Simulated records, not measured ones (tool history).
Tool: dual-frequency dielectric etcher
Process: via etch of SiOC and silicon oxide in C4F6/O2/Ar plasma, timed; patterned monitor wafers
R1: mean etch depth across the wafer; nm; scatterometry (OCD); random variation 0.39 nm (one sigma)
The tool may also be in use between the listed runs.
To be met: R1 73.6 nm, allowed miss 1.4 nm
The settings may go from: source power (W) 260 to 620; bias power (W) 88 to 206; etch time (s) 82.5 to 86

Run 1, hour 0: source power (W) 440, bias power (W) 147, etch time (s) 82.5. Result: R1 83.238 nm.
Run 2, hour 2.3: source power (W) 470, bias power (W) 147, etch time (s) 82.5. Result: R1 86.212 nm.
Run 3, hour 6.4: source power (W) 470, bias power (W) 147, etch time (s) 82.5. Result: R1 86.472 nm.
Run 4, hour 7.9: source power (W) 420, bias power (W) 147, etch time (s) 82.5. Result: R1 81.38 nm.
Run 5, hour 12.1: source power (W) 420, bias power (W) 147, etch time (s) 82.5. Result: R1 81.413 nm.
Run 6, hour 17.4: source power (W) 400, bias power (W) 146, etch time (s) 82.5. Result: R1 79.47 nm.
Run 7, hour 26.3: source power (W) 320, bias power (W) 141, etch time (s) 82.5. Result: R1 69.31 nm.
Run 8, hour 32.9: source power (W) 370, bias power (W) 143, etch time (s) 82.5. Result: R1 75.483 nm.

4 next moves are on the table. One of them brings every result within its allowed miss. Which?
Run A, hour 39.5: source power (W) 330, bias power (W) 140, etch time (s) 86. Result: R1 ?.
Run B, hour 39.5: source power (W) 360, bias power (W) 146, etch time (s) 85. Result: R1 ?.
Run C, hour 39.5: source power (W) 410, bias power (W) 135, etch time (s) 84.5. Result: R1 ?.
Run D, hour 39.5: source power (W) 340, bias power (W) 137, etch time (s) 83.5. Result: R1 ?.

move      R1
   A  72.969
   B  77.048
   C  79.299
   D  71.345
A: meets every target
B: further off than the last run
C: further off than the last run
D: takes the result that was furthest off past its target
Move A is the one to make.

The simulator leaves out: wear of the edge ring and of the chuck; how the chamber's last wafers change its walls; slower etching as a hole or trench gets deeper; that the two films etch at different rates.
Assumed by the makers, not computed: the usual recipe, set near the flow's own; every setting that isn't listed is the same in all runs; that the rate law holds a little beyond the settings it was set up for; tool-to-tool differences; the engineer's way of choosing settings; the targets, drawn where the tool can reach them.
